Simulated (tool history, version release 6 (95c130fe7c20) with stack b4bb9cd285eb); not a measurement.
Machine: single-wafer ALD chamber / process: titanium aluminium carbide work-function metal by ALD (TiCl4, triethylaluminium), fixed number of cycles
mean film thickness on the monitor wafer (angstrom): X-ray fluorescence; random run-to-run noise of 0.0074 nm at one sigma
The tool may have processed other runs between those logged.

run,hour,heater temperature setpoint (deg C),triethylaluminium pulse time (s),mean film thickness on the monitor wafer (angstrom)
1,0.0,300,7.23,20.770
2,0.5,296,6.82,20.225
3,2.6,300,6.82,20.582
4,5.2,309,6.82,21.349
5,11.3,303,6.28,20.297
6,14.7,303,7.58,21.248
7,23.6,298,6.96,20.448
8,30.7,294,6.57,20.032
9,37.4,292,6.11,19.404

Expected results for the next run?
10,38.4,290,5.94,?

Run 10 came out at mean film thickness on the monitor wafer (angstrom) 19.204.
